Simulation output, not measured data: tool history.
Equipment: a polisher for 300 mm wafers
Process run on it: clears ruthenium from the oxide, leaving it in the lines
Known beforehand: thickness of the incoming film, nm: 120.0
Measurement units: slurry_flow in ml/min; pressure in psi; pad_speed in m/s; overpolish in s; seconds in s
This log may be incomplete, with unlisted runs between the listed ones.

run 1 hour=0 | slurry_flow=145 pressure=2.7 pad_speed=1.2 overpolish=51 | seconds=83.817
run 2 hour=1.2 | slurry_flow=140 pressure=2.4 pad_speed=1.2 overpolish=51 | seconds=94.062
run 3 hour=4.5 | slurry_flow=140 pressure=2.2 pad_speed=1.2 overpolish=51 | seconds=102.17
run 4 hour=13.3 | slurry_flow=140 pressure=2.2 pad_speed=1.1 overpolish=51 | seconds=109.28
run 5 hour=21.7 | slurry_flow=140 pressure=2.5 pad_speed=1.1 overpolish=51 | seconds=97.582
run 6 hour=27.3 | slurry_flow=140 pressure=2.7 pad_speed=1.1 overpolish=51 | seconds=90.24
run 7 hour=31.9 | slurry_flow=140 pressure=2.5 pad_speed=1.1 overpolish=51 | seconds=97.368
run 8 hour=39 | slurry_flow=140 pressure=2.3 pad_speed=1.1 overpolish=51 | seconds=106.59

Expected results for the next run?
-- hour=46.4 slurry nozzle cleaned
run 9 hour=46.4 | slurry_flow=140 pressure=2.2 pad_speed=1.1 overpolish=51 | seconds=?

{"run 9": {"seconds": 106.18}}
